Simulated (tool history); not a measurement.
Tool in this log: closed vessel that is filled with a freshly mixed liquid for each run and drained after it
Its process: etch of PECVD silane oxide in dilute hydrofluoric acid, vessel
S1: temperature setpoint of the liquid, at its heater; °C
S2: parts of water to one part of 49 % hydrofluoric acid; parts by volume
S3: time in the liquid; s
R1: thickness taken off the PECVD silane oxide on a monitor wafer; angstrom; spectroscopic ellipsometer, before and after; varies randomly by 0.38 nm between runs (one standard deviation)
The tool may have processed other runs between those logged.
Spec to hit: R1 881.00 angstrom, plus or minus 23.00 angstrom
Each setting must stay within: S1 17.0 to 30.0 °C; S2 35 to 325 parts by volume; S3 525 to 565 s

Run 1, day 0.000: S1 22.0 °C, S2 180 parts by volume, S3 525 s. Result: R1 548.54 angstrom.
Run 2, day 0.308: S1 24.5 °C, S2 180 parts by volume, S3 525 s. Result: R1 603.11 angstrom.
Run 3, day 0.512: S1 23.0 °C, S2 180 parts by volume, S3 525 s. Result: R1 569.06 angstrom.
Run 4, day 0.550: S1 24.0 °C, S2 175 parts by volume, S3 525 s. Result: R1 607.05 angstrom.
Run 5, day 0.892: S1 24.0 °C, S2 215 parts by volume, S3 525 s. Result: R1 477.90 angstrom.
Run 6, day 1.212: S1 25.0 °C, S2 205 parts by volume, S3 525 s. Result: R1 525.33 angstrom.
Run 7, day 1.288: S1 25.5 °C, S2 195 parts by volume, S3 525 s. Result: R1 566.46 angstrom.
Run 8, day 1.517: S1 26.0 °C, S2 190 parts by volume, S3 525 s. Result: R1 598.35 angstrom.
Run 9, day 1.854: S1 26.5 °C, S2 185 parts by volume, S3 525 s. Result: R1 627.48 angstrom.
Run 10, day 1.979: S1 27.0 °C, S2 180 parts by volume, S3 525 s. Result: R1 664.35 angstrom.
Run 11, day 2.038: S1 27.5 °C, S2 175 parts by volume, S3 525 s. Result: R1 693.18 angstrom.
At day 2.300: hydrofluoric acid flow meter replaced.
Run 12, day 2.300: S1 28.0 °C, S2 170 parts by volume, S3 525 s. Result: R1 686.63 angstrom.
Run 13, day 2.475: S1 28.0 °C, S2 165 parts by volume, S3 525 s. Result: R1 709.70 angstrom.
Run 14, day 2.625: S1 28.0 °C, S2 160 parts by volume, S3 525 s. Result: R1 733.58 angstrom.
Run 15, day 2.796: S1 28.0 °C, S2 155 parts by volume, S3 525 s. Result: R1 769.57 angstrom.

Which single option among these 5 for the next run brings every result within its allowed miss of target? Just one does.
Run A, day 2.967: S1 27.0 °C, S2 135 parts by volume, S3 565 s. Result: R1 ?.
Run B, day 2.967: S1 26.5 °C, S2 130 parts by volume, S3 525 s. Result: R1 ?.
Run C, day 2.967: S1 30.0 °C, S2 145 parts by volume, S3 565 s. Result: R1 ?.
Run D, day 2.967: S1 28.5 °C, S2 135 parts by volume, S3 535 s. Result: R1 ?.
Run E, day 2.967: S1 28.5 °C, S2 165 parts by volume, S3 535 s. Result: R1 ?.

move      R1
   A  937.07
   B  892.90
   C  961.83
   D  938.26
   E  739.03
A: the result that was furthest off in the last run now lies on the other side of its target
B: hits every target within its allowed miss
C: the result that was furthest off in the last run now lies on the other side of its target
D: the result that was furthest off in the last run now lies on the other side of its target
E: the biggest miss grows against the last run
Move B is the one to make.
